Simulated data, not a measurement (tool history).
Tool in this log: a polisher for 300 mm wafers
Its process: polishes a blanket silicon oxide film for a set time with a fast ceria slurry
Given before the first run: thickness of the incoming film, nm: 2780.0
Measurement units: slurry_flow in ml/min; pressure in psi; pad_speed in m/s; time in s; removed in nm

Run 1, hour 0.0: slurry_flow 160 ml/min, pressure 2.4 psi, pad_speed 0.78 m/s, time 21 s. Result: removed 186.940 nm.
Run 2, hour 2.7: slurry_flow 160 ml/min, pressure 2.4 psi, pad_speed 0.58 m/s, time 21 s. Result: removed 138.780 nm.
Run 3, hour 7.1: slurry_flow 160 ml/min, pressure 2.4 psi, pad_speed 0.58 m/s, time 21 s. Result: removed 138.960 nm.
Run 4, hour 13.7: slurry_flow 185 ml/min, pressure 2.4 psi, pad_speed 0.58 m/s, time 21 s. Result: removed 143.110 nm.
Run 5, hour 17.8: slurry_flow 175 ml/min, pressure 2.2 psi, pad_speed 0.56 m/s, time 21 s. Result: removed 125.090 nm.
Run 6, hour 22.9: slurry_flow 170 ml/min, pressure 2.0 psi, pad_speed 0.56 m/s, time 21 s. Result: removed 114.500 nm.
Run 7, hour 25.8: slurry_flow 165 ml/min, pressure 1.8 psi, pad_speed 0.54 m/s, time 21 s. Result: removed 99.268 nm.
Run 8, hour 28.5: slurry_flow 160 ml/min, pressure 1.7 psi, pad_speed 0.54 m/s, time 21 s. Result: removed 91.779 nm.
Run 9, hour 31.9: slurry_flow 150 ml/min, pressure 1.6 psi, pad_speed 0.54 m/s, time 21 s. Result: removed 87.288 nm.
Run 10, hour 33.4: slurry_flow 145 ml/min, pressure 1.5 psi, pad_speed 0.54 m/s, time 21 s. Result: removed 81.787 nm.
Run 11, hour 38.0: slurry_flow 140 ml/min, pressure 1.5 psi, pad_speed 0.54 m/s, time 21 s. Result: removed 80.171 nm.
Run 12, hour 38.9: slurry_flow 135 ml/min, pressure 1.5 psi, pad_speed 0.54 m/s, time 21 s. Result: removed 79.862 nm.
Run 13, hour 39.7: slurry_flow 130 ml/min, pressure 1.5 psi, pad_speed 0.54 m/s, time 21 s. Result: removed 79.573 nm.
Run 14, hour 42.3: slurry_flow 125 ml/min, pressure 1.5 psi, pad_speed 0.54 m/s, time 21 s. Result: removed 79.109 nm.
Run 15, hour 48.2: slurry_flow 120 ml/min, pressure 1.5 psi, pad_speed 0.54 m/s, time 21 s. Result: removed 78.111 nm.
Run 16, hour 50.0: slurry_flow 105 ml/min, pressure 1.2 psi, pad_speed 0.54 m/s, time 21 s. Result: removed 61.017 nm.

Forecast run 17:
Run 17, hour 51.4: slurry_flow 110 ml/min, pressure 1.2 psi, pad_speed 0.54 m/s, time 21 s. Result: removed ?.

{"run 17": {"removed": 62.102}}
